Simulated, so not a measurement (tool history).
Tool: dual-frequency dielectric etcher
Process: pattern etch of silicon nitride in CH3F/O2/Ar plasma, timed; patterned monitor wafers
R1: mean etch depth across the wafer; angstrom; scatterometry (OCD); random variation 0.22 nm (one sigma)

Run 1, day 0.000: source power (W) 510, bias power (W) 70, etch time (s) 56.0. Result: R1 429.83 angstrom.
Run 2, day 0.183: source power (W) 460, bias power (W) 68, etch time (s) 56.0. Result: R1 396.32 angstrom.
Run 3, day 0.258: source power (W) 440, bias power (W) 68, etch time (s) 56.0. Result: R1 393.72 angstrom.
Run 4, day 0.346: source power (W) 440, bias power (W) 75, etch time (s) 56.0. Result: R1 407.69 angstrom.
Run 5, day 0.633: source power (W) 440, bias power (W) 75, etch time (s) 58.5. Result: R1 424.16 angstrom.
Run 6, day 0.925: source power (W) 440, bias power (W) 75, etch time (s) 58.5. Result: R1 422.97 angstrom.
Run 7, day 1.221: source power (W) 410, bias power (W) 74, etch time (s) 58.5. Result: R1 405.80 angstrom.
Run 8, day 1.392: source power (W) 320, bias power (W) 72, etch time (s) 58.5. Result: R1 342.76 angstrom.

Run 9 comes next. What will it give?
Run 9, day 1.425: source power (W) 340, bias power (W) 72, etch time (s) 58.5. Result: R1 ?.

R1: 363.60 angstrom
